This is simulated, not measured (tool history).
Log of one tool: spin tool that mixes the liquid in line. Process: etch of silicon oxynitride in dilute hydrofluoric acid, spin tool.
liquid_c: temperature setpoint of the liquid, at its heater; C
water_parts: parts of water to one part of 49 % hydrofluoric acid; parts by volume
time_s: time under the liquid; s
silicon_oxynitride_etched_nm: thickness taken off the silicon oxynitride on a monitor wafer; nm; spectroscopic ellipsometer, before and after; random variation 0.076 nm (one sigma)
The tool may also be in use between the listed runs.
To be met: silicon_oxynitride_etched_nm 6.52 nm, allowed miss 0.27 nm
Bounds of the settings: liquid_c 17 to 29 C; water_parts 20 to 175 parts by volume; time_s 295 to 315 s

{"run": 1, "hour": 0.0, "liquid_c": 21, "water_parts": 95, "time_s": 295, "silicon_oxynitride_etched_nm": 4.4147}
{"run": 2, "hour": 5.6, "liquid_c": 23.5, "water_parts": 95, "time_s": 295, "silicon_oxynitride_etched_nm": 4.9289}
{"run": 3, "hour": 7.3, "liquid_c": 25, "water_parts": 95, "time_s": 295, "silicon_oxynitride_etched_nm": 5.3462}
{"run": 4, "hour": 13.7, "liquid_c": 26, "water_parts": 95, "time_s": 295, "silicon_oxynitride_etched_nm": 5.5974}
{"run": 5, "hour": 15.9, "liquid_c": 27, "water_parts": 95, "time_s": 295, "silicon_oxynitride_etched_nm": 5.8402}
{"run": 6, "hour": 18.5, "liquid_c": 25.5, "water_parts": 95, "time_s": 295, "silicon_oxynitride_etched_nm": 5.4413}
{"run": 7, "hour": 26.8, "liquid_c": 26.5, "water_parts": 95, "time_s": 295, "silicon_oxynitride_etched_nm": 5.7284}
{"run": 8, "hour": 27.9, "liquid_c": 27, "water_parts": 95, "time_s": 295, "silicon_oxynitride_etched_nm": 5.7695}
{"run": 9, "hour": 35.2, "liquid_c": 27.5, "water_parts": 95, "time_s": 295, "silicon_oxynitride_etched_nm": 5.9481}
{"run": 10, "hour": 42.4, "liquid_c": 28, "water_parts": 95, "time_s": 295, "silicon_oxynitride_etched_nm": 6.0059}

4 next moves are on the table. One of them brings every result within its allowed miss. Which?
{"run": "A", "hour": 49.6, "liquid_c": 26.5, "water_parts": 80, "time_s": 315, "silicon_oxynitride_etched_nm": "?"}
{"run": "B", "hour": 49.6, "liquid_c": 29, "water_parts": 90, "time_s": 315, "silicon_oxynitride_etched_nm": "?"}
{"run": "C", "hour": 49.6, "liquid_c": 29, "water_parts": 100, "time_s": 315, "silicon_oxynitride_etched_nm": "?"}
{"run": "D", "hour": 49.6, "liquid_c": 22, "water_parts": 75, "time_s": 295, "silicon_oxynitride_etched_nm": "?"}

move=A silicon_oxynitride_etched_nm=7.1829
move=B silicon_oxynitride_etched_nm=7.0981
move=C silicon_oxynitride_etched_nm=6.3252
move=D silicon_oxynitride_etched_nm=5.8108
A: takes the result that was furthest off past its target
B: takes the result that was furthest off past its target
C: meets every target
D: further off than the last run
Move C is the one to make.
